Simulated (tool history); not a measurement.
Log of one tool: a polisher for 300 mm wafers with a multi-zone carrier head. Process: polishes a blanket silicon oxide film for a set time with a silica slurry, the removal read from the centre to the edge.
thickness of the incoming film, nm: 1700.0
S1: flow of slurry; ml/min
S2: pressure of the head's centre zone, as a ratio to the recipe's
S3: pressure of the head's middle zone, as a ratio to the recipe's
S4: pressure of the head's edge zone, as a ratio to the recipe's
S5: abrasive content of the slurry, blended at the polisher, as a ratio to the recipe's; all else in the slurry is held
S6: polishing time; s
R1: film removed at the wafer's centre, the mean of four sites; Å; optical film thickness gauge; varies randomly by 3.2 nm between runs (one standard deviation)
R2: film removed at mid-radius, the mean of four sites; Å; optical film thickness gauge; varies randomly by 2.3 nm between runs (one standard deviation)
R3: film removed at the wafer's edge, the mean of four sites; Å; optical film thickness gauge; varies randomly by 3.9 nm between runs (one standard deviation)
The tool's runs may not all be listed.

Run 1, hour 0: S1 260 ml/min, S2 1, S3 1, S4 1, S5 1, S6 57 s. Result: R1 2803 Å, R2 2827.2 Å, R3 2809 Å.
Run 2, hour 4.7: S1 260 ml/min, S2 1, S3 0.91, S4 1, S5 1, S6 57 s. Result: R1 2823.2 Å, R2 2613.3 Å, R3 2830.9 Å.
Run 3, hour 11.4: S1 260 ml/min, S2 1, S3 0.91, S4 1, S5 1, S6 65 s. Result: R1 3227.1 Å, R2 2979 Å, R3 3201.4 Å.
Run 4, hour 16.6: S1 275 ml/min, S2 1.02, S3 0.92, S4 1.06, S5 1.05, S6 65 s. Result: R1 3375.6 Å, R2 3101.5 Å, R3 3369.6 Å.
Run 5, hour 22.9: S1 285 ml/min, S2 1.03, S3 0.91, S4 1.1, S5 1.1, S6 65 s. Result: R1 3517.3 Å, R2 3178.3 Å, R3 3502.8 Å.
Run 6, hour 30.5: S1 235 ml/min, S2 1.03, S3 0.91, S4 1.1, S5 1.1, S6 65 s. Result: R1 3412.6 Å, R2 3103.2 Å, R3 3415.5 Å.

What will run 7 give?
Run 7, hour 35.4: S1 270 ml/min, S2 1.03, S3 0.9, S4 1.13, S5 1.15, S6 65 s. Result: R1 ?, R2 ?, R3 ?.

Logged for run 7: R1 3587.2 Å, R2 3200 Å, R3 3603.1 Å.
